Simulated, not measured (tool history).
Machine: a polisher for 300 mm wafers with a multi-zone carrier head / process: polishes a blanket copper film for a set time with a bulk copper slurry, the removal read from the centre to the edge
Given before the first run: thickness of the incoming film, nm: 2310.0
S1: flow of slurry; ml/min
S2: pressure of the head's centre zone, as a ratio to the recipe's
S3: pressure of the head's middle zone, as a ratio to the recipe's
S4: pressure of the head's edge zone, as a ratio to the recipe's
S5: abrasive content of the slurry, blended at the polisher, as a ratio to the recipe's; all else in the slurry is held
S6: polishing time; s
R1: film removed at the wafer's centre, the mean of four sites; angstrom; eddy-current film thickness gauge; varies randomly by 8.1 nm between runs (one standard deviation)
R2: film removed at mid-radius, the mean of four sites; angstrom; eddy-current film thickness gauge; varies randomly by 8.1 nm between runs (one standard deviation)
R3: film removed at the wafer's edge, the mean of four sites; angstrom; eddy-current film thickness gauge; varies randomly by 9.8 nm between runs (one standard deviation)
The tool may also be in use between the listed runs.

| run | hour | S1 | S2 | S3 | S4 | S5 | S6 | R1 | R2 | R3 |
|---|---|---|---|---|---|---|---|---|---|---|
| 1 | 0.0 | 300 | 1.00 | 1.00 | 1.00 | 1.00 | 71 | 8533.9 | 8022.1 | 8285.9 |
| 2 | 3.1 | 300 | 1.00 | 1.00 | 0.94 | 1.00 | 71 | 8456.5 | 8034.3 | 8025.1 |
| 3 | 5.4 | 300 | 0.99 | 0.98 | 0.94 | 0.95 | 70 | 8121.5 | 7751.7 | 7742.1 |
| 4 | 13.4 | 295 | 0.98 | 0.96 | 0.95 | 0.90 | 69 | 7835.0 | 7524.9 | 7809.9 |
| 5 | 22.1 | 295 | 0.92 | 0.96 | 0.95 | 0.90 | 69 | 7616.3 | 7292.0 | 7482.2 |
| 6 | 26.2 | 295 | 0.91 | 0.95 | 0.95 | 0.85 | 68 | 7189.0 | 7027.6 | 7419.4 |
| 7 | 34.4 | 295 | 0.91 | 0.94 | 0.94 | 0.85 | 67 | 7007.6 | 6776.3 | 7145.6 |
| 8 | 37.4 | 295 | 0.90 | 0.93 | 0.94 | 0.85 | 67 | 6795.4 | 6595.5 | 7243.5 |

For run 9, what comes out?
| 9 | 40.9 | 295 | 0.91 | 0.92 | 0.93 | 0.85 | 67 | ? | ? | ? |

R1: 6814.3 angstrom
R2: 6837.0 angstrom
R3: 7258.5 angstrom
